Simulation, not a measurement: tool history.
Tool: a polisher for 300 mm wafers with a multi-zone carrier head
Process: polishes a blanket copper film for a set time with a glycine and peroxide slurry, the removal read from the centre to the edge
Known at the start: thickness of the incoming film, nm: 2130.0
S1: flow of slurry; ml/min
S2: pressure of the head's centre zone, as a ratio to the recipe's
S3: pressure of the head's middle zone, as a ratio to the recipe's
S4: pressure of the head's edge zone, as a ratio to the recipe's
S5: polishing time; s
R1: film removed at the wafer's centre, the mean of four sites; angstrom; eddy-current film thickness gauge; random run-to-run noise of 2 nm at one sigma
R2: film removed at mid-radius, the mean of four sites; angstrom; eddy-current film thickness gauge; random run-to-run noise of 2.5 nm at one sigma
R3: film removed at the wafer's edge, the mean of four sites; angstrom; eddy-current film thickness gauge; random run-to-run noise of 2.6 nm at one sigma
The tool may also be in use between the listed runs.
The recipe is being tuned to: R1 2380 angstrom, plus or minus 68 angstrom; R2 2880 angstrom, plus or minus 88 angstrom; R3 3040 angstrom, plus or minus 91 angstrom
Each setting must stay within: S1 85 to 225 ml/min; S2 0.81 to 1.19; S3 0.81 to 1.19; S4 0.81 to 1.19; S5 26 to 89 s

Run 1, hour 0: S1 145 ml/min, S2 1, S3 1, S4 1, S5 57 s. Result: R1 2246.5 angstrom, R2 2237.3 angstrom, R3 2264 angstrom.
Run 2, hour 5.7: S1 145 ml/min, S2 1, S3 1, S4 1, S5 65 s. Result: R1 2601.2 angstrom, R2 2537.5 angstrom, R3 2572.2 angstrom.
Run 3, hour 7: S1 145 ml/min, S2 1, S3 1, S4 1, S5 52 s. Result: R1 2054.4 angstrom, R2 2033.5 angstrom, R3 2072.4 angstrom.
Run 4, hour 12.4: S1 150 ml/min, S2 0.97, S3 1.01, S4 1.03, S5 55 s. Result: R1 2104.2 angstrom, R2 2185.7 angstrom, R3 2186.7 angstrom.
Run 5, hour 14.3: S1 150 ml/min, S2 0.97, S3 1.09, S4 1.03, S5 55 s. Result: R1 2139.5 angstrom, R2 2310.6 angstrom, R3 2238.4 angstrom.
Run 6, hour 18.1: S1 150 ml/min, S2 0.97, S3 1.09, S4 1.12, S5 55 s. Result: R1 2108 angstrom, R2 2301.4 angstrom, R3 2321.8 angstrom.
Run 7, hour 19.8: S1 150 ml/min, S2 0.95, S3 1.08, S4 1.13, S5 58 s. Result: R1 2229.9 angstrom, R2 2430.1 angstrom, R3 2460.9 angstrom.
Run 8, hour 25.9: S1 145 ml/min, S2 0.93, S3 1.08, S4 1.14, S5 60 s. Result: R1 2256.7 angstrom, R2 2503.6 angstrom, R3 2528.8 angstrom.
Run 9, hour 28.1: S1 145 ml/min, S2 0.91, S3 1.07, S4 1.15, S5 61 s. Result: R1 2219.9 angstrom, R2 2492.2 angstrom, R3 2579 angstrom.

Next run, 5 choices. One meets every target within its allowed miss, the rest don't. Which?
Run A, hour 30.3: S1 135 ml/min, S2 0.86, S3 1.06, S4 1.19, S5 66 s. Result: R1 ?, R2 ?, R3 ?.
Run B, hour 30.3: S1 185 ml/min, S2 0.84, S3 1.18, S4 1.16, S5 63 s. Result: R1 ?, R2 ?, R3 ?.
Run C, hour 30.3: S1 85 ml/min, S2 0.89, S3 1.08, S4 1.14, S5 72 s. Result: R1 ?, R2 ?, R3 ?.
Run D, hour 30.3: S1 190 ml/min, S2 0.82, S3 1.02, S4 1.18, S5 65 s. Result: R1 ?, R2 ?, R3 ?.
Run E, hour 30.3: S1 145 ml/min, S2 0.83, S3 1.06, S4 1.17, S5 70 s. Result: R1 ?, R2 ?, R3 ?.

move      R1      R2      R3
   A  2269.1  2678.9  2851.7
   B  2246.6  2902.4  2779.7
   C  2294.4  2702.9  2855.5
   D  2279.2  2707.6  2906.6
   E  2368.4  2876.2  3023.8
A: an improvement on the last run, though not all results are within tolerance
B: an improvement on the last run, though not all results are within tolerance
C: an improvement on the last run, though not all results are within tolerance
D: an improvement on the last run, though not all results are within tolerance
E: meets every target
Answer: E
